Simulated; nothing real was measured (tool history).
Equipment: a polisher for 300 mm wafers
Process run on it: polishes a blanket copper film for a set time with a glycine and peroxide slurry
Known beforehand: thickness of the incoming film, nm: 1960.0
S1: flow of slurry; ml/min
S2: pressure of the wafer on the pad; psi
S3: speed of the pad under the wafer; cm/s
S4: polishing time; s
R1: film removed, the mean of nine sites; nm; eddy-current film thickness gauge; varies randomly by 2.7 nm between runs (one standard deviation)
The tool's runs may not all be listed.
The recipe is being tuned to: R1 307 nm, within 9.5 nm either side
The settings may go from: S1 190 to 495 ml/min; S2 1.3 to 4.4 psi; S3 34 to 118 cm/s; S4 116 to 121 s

run  hour   S1   S2  S3   S4      R1
  1     0  320  2.8  76  116  471.34
  2   3.7  320  2.8  76  116  471.51
  3   5.5  320  2.8  82  116   502.3
  4  12.4  355  2.8  82  116  506.59
  5  14.2  390  2.8  82  116  509.82
  6  14.9  390  2.6  80  116  486.66
  7    21  375  1.8  60  116  336.13
  8  26.7  370  1.8  60  116   326.3
  9  28.5  365  1.8  60  116  332.42

Which one of the following 4 next-run settings gets every result inside its allowed miss? There is exactly one.
  A  30.3  355  1.8  60  116   ?
  B  30.3  305  1.6  52  119   ?
  C  30.3  395  1.4  62  120   ?
  D  30.3  380  1.7  54  116   ?

move      R1
   A  332.43
   B  293.61
   C  325.03
   D   305.1
A: neither nearer nor further off than the last run
B: the result that was furthest off in the last run now lies on the other side of its target
C: nearer the targets than the last run, but a result is still out of spec
D: all results in spec
The right move is D.
